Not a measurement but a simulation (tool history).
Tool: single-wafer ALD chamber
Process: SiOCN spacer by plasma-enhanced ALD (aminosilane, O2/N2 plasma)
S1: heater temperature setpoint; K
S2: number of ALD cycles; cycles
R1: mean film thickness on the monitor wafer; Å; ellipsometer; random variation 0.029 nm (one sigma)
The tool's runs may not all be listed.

run 1 hour=0.0 | S1=698.15 S2=82 | R1=50.323
run 2 hour=4.1 | S1=696.15 S2=85 | R1=52.800
run 3 hour=5.4 | S1=694.15 S2=87 | R1=54.046
run 4 hour=11.6 | S1=702.15 S2=87 | R1=52.280
run 5 hour=13.8 | S1=698.15 S2=89 | R1=54.426
run 6 hour=18.4 | S1=705.15 S2=89 | R1=53.467
run 7 hour=24.3 | S1=702.15 S2=91 | R1=54.899
run 8 hour=25.6 | S1=699.15 S2=93 | R1=57.285
run 9 hour=30.0 | S1=696.15 S2=94 | R1=57.852
run 10 hour=34.7 | S1=694.15 S2=95 | R1=58.800
run 11 hour=38.9 | S1=693.15 S2=96 | R1=59.661
run 12 hour=46.6 | S1=692.15 S2=97 | R1=60.668
run 13 hour=50.7 | S1=691.15 S2=97 | R1=61.206
run 14 hour=56.9 | S1=690.15 S2=97 | R1=61.171
run 15 hour=61.3 | S1=689.15 S2=97 | R1=61.031

The next listed run, before its measurement:
run 16 hour=62.1 | S1=688.15 S2=97 | R1=?

{"run 16": {"R1": 61.213}}

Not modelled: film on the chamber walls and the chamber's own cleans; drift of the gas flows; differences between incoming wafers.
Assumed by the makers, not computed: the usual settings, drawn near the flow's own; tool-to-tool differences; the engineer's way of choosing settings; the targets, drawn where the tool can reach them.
